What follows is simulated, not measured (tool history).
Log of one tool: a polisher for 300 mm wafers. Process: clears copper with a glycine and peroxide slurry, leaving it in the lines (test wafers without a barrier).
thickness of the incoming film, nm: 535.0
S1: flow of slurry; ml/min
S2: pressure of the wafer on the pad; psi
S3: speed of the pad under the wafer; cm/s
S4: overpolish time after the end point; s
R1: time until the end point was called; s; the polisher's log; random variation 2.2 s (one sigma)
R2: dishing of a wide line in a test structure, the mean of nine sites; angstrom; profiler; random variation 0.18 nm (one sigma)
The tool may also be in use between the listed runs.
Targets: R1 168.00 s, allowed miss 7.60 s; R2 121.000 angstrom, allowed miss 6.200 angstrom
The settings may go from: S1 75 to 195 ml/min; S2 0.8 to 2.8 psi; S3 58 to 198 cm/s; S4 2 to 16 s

run	hour	S1	S2	S3	S4	R1	R2
1	0.0	125	1.8	128	8	123.26	253.780
2	8.2	125	1.8	152	8	109.97	284.110
3	11.5	125	1.4	152	8	122.27	243.980
4	12.7	125	1.3	146	7	132.77	203.860
5	17.5	125	1.2	142	7	142.41	195.570
6	18.9	125	1.2	154	7	135.79	202.770
7	23.0	125	1.2	150	6	133.86	176.990
# hour 30.2: slurry nozzle cleaned
8	30.2	125	1.1	148	6	130.98	183.490
9	36.2	115	0.9	112	4	178.19	90.789
10	38.7	120	0.9	112	4	179.90	92.304
11	46.5	125	0.9	112	4	174.52	94.748
12	47.4	130	0.9	112	4	168.58	93.995

Which of these 5 next moves meets every target?
A	48.3	85	0.8	122	5	?	?
B	48.3	75	1.1	120	5	?	?
C	48.3	150	1.0	110	3	?	?
D	48.3	125	1.0	132	5	?	?
E	48.3	165	1.0	124	5	?	?

move	R1	R2
A	182.72	108.370
B	166.45	118.750
C	162.91	73.920
D	147.22	133.360
E	147.65	133.080
A: nearer than the last run, and not there yet
B: meets every target
C: further off than the last run
D: takes the result that was furthest off past its target
E: takes the result that was furthest off past its target
Answer: B
